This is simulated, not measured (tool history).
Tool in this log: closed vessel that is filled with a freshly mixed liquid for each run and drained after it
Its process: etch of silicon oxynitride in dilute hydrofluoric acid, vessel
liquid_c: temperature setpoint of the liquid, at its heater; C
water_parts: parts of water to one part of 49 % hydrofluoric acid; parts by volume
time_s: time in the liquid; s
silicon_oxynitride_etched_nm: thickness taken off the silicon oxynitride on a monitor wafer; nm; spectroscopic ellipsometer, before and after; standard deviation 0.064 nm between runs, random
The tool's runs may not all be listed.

| run | hour | liquid_c | water_parts | time_s | silicon_oxynitride_etched_nm |
|---|---|---|---|---|---|
| 1 | 0 | 21 | 205 | 565 | 3.4819 |
| 2 | 2 | 22.5 | 195 | 565 | 3.9275 |
| 3 | 8.3 | 23.5 | 185 | 565 | 4.3864 |
| 4 | 17.1 | 23.5 | 230 | 565 | 3.3959 |
| 5 | 19.8 | 24.5 | 215 | 565 | 3.9171 |
| 6 | 22.3 | 25 | 205 | 565 | 4.2366 |
| 7 | 31.2 | 25.5 | 195 | 565 | 4.5754 |
| 8 | 39.7 | 26 | 190 | 565 | 4.7464 |
| 9 | 44.3 | 26.5 | 185 | 565 | 4.9905 |
| 10 | 51.9 | 29 | 145 | 565 | 7.3631 |

Expected results for the next run?
| 11 | 55.1 | 28.5 | 145 | 565 | ? |

{"run 11": {"silicon_oxynitride_etched_nm": 7.1515}}
